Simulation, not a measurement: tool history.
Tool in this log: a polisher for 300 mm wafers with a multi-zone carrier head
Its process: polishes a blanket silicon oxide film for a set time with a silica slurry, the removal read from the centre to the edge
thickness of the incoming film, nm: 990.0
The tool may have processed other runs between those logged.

| run | hour | flow of slurry (ml/min) | pressure of the head's centre zone | pressure of the head's middle zone | pressure of the head's edge zone | abrasive content of the slurry | polishing time (s) | film removed at the wafer's centre (nm) | film removed at mid-radius (nm) | film removed at the wafer's edge (nm) |
|---|---|---|---|---|---|---|---|---|---|---|
| 1 | 0 | 305 | 1 | 1 | 1 | 1 | 35 | 82.835 | 82.276 | 79.944 |
| 2 | 3.6 | 305 | 1 | 1 | 1 | 0.9 | 35 | 77.481 | 77.205 | 74.815 |
| 3 | 11.3 | 305 | 1 | 1 | 1 | 1.05 | 35 | 85.4 | 83.319 | 83.077 |
| 4 | 16.5 | 315 | 1.05 | 1.02 | 1 | 1.05 | 35 | 90.384 | 83.982 | 82.765 |
| 5 | 23.6 | 315 | 1.05 | 1.02 | 1 | 0.95 | 35 | 84.598 | 79.47 | 77.804 |
| 6 | 29.7 | 320 | 1.09 | 1.05 | 1 | 1 | 35 | 91.95 | 84.839 | 81.308 |
| 7 | 31.1 | 330 | 1.12 | 1.06 | 1 | 1 | 35 | 93.154 | 86.597 | 81.026 |
| 8 | 37.7 | 330 | 1.14 | 1.05 | 0.99 | 1.05 | 35 | 97.308 | 87.842 | 81.237 |

Expected results for the next run?
| 9 | 39 | 335 | 1.15 | 1.04 | 1 | 1.1 | 35 | ? | ? | ? |

Run 9 produced film removed at the wafer's centre (nm) 101.39, film removed at mid-radius (nm) 88.892, film removed at the wafer's edge (nm) 84.391.

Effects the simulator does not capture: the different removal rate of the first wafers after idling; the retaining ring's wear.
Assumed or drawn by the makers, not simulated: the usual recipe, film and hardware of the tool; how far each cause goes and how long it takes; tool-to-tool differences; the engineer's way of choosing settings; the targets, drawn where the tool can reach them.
